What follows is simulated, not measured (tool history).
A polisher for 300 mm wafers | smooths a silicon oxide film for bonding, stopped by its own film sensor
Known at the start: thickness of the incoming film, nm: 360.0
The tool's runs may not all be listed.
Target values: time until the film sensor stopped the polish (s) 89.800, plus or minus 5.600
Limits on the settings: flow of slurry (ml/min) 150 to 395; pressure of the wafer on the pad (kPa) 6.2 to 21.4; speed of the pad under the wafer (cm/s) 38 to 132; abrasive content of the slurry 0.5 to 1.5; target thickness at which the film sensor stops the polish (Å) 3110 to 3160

run  hour  flow of slurry (ml/min)  pressure of the wafer on the pad (kPa)  speed of the pad under the wafer (cm/s)  abrasive content of the slurry  target thickness at which the film sensor stops the polish (Å)  time until the film sensor stopped the polish (s)
  1   0.0                      250                                    13.8                                       84                             1.0                                                            3110                                             65.861
  2   6.3                      250                                    13.8                                       84                             1.0                                                            3160                                             58.114
  3  15.1                      250                                    13.8                                       84                             1.0                                                            3110                                             65.453
  4  17.1                      185                                    13.8                                       84                             1.0                                                            3110                                             68.945
  5  23.5                      185                                    13.1                                       84                             1.0                                                            3110                                             70.681
  6  32.4                      185                                    15.9                                       84                             1.0                                                            3110                                             60.807
  7  33.3                      185                                    15.2                                       84                             1.0                                                            3110                                             60.858
  8  38.6                      185                                    14.5                                       84                             1.0                                                            3110                                             64.960
  9  43.9                      185                                    14.5                                       84                             1.0                                                            3110                                             64.898
 10  45.8                      185                                    13.8                                       84                             1.0                                                            3110                                             68.120
 11  50.0                      185                                    13.1                                       84                             1.0                                                            3110                                             72.148
 12  57.9                      185                                    11.7                                       82                             1.0                                                            3110                                             80.714

Pick the move, out of 5, that brings all results within their allowed miss; only one does.
  A  65.8                      170                                    11.0                                       78                             0.9                                                            3130                                                  ?
  B  65.8                      200                                    11.7                                       84                             1.0                                                            3140                                                  ?
  C  65.8                      235                                    12.4                                       66                             1.3                                                            3130                                                  ?
  D  65.8                      170                                    11.7                                       86                             1.0                                                            3130                                                  ?
  E  65.8                      155                                     8.3                                      102                             1.3                                                            3160                                                  ?

move  time until the film sensor stopped the polish (s)
   A                                             90.217
   B                                             74.078
   C                                             77.562
   D                                             75.428
   E                                             78.623
A: every result lands within tolerance
B: further off than the last run
C: further off than the last run
D: further off than the last run
E: further off than the last run
Correct choice: A, which meets every target

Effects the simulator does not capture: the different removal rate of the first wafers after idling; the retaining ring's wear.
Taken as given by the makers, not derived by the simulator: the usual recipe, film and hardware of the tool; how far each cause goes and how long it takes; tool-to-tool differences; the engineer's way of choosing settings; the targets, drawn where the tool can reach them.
